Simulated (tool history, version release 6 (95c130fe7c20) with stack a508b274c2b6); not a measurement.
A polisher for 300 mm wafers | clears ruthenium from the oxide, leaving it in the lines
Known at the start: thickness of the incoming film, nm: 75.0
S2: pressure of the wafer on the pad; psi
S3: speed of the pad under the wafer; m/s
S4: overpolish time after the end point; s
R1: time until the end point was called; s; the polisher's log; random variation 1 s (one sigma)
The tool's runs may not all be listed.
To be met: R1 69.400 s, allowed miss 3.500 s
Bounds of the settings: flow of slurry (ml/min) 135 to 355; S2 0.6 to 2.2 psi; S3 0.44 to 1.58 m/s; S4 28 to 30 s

Run 1, day 0.000: flow of slurry (ml/min) 225, S2 1.4 psi, S3 1.00 m/s, S4 28 s. Result: R1 108.020 s.
Run 2, day 0.175: flow of slurry (ml/min) 225, S2 1.4 psi, S3 0.88 m/s, S4 28 s. Result: R1 122.680 s.
Run 3, day 0.479: flow of slurry (ml/min) 225, S2 1.5 psi, S3 0.88 m/s, S4 28 s. Result: R1 116.080 s.
Run 4, day 0.767: flow of slurry (ml/min) 225, S2 1.6 psi, S3 0.88 m/s, S4 28 s. Result: R1 106.890 s.
Run 5, day 0.862: flow of slurry (ml/min) 225, S2 1.6 psi, S3 0.88 m/s, S4 30 s. Result: R1 107.290 s.
Run 6, day 1.071: flow of slurry (ml/min) 225, S2 1.7 psi, S3 0.88 m/s, S4 30 s. Result: R1 100.780 s.
Run 7, day 1.383: flow of slurry (ml/min) 225, S2 1.7 psi, S3 0.88 m/s, S4 30 s. Result: R1 102.970 s.
Run 8, day 1.417: flow of slurry (ml/min) 225, S2 1.7 psi, S3 0.90 m/s, S4 30 s. Result: R1 100.520 s.
Run 9, day 1.442: flow of slurry (ml/min) 225, S2 2.0 psi, S3 0.96 m/s, S4 30 s. Result: R1 79.081 s.
Run 10, day 1.746: flow of slurry (ml/min) 225, S2 2.1 psi, S3 0.96 m/s, S4 30 s. Result: R1 76.775 s.

4 next moves are on the table. One of them brings every result within its allowed miss. Which?
Run A, day 2.050: flow of slurry (ml/min) 225, S2 1.8 psi, S3 0.96 m/s, S4 30 s. Result: R1 ?.
Run B, day 2.050: flow of slurry (ml/min) 235, S2 1.9 psi, S3 0.98 m/s, S4 30 s. Result: R1 ?.
Run C, day 2.050: flow of slurry (ml/min) 190, S2 2.2 psi, S3 1.04 m/s, S4 30 s. Result: R1 ?.
Run D, day 2.050: flow of slurry (ml/min) 235, S2 1.9 psi, S3 0.92 m/s, S4 28 s. Result: R1 ?.

move      R1
   A  88.987
   B  82.084
   C  70.051
   D  87.264
A: further off than the last run
B: further off than the last run
C: meets every target
D: further off than the last run
The right move is C.
